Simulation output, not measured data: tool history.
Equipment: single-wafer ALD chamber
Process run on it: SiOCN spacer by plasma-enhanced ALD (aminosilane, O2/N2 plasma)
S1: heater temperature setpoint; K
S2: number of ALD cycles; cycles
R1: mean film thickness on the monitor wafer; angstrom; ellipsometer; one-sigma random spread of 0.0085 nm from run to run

{"run": 1, "day": 0.0, "S1": 683.15, "S2": 30, "R1": 18.283}
{"run": 2, "day": 0.258, "S1": 681.15, "S2": 31, "R1": 19.014}
{"run": 3, "day": 0.558, "S1": 679.15, "S2": 32, "R1": 19.761}
{"run": 4, "day": 0.825, "S1": 677.15, "S2": 33, "R1": 20.446}
{"run": 5, "day": 0.954, "S1": 682.15, "S2": 33, "R1": 20.137}
{"run": 6, "day": 1.288, "S1": 681.15, "S2": 34, "R1": 20.818}
{"run": 7, "day": 1.45, "S1": 680.15, "S2": 34, "R1": 20.93}

For run 8, what comes out?
{"run": 8, "day": 1.604, "S1": 679.15, "S2": 34, "R1": "?"}

R1: 21.121 angstrom
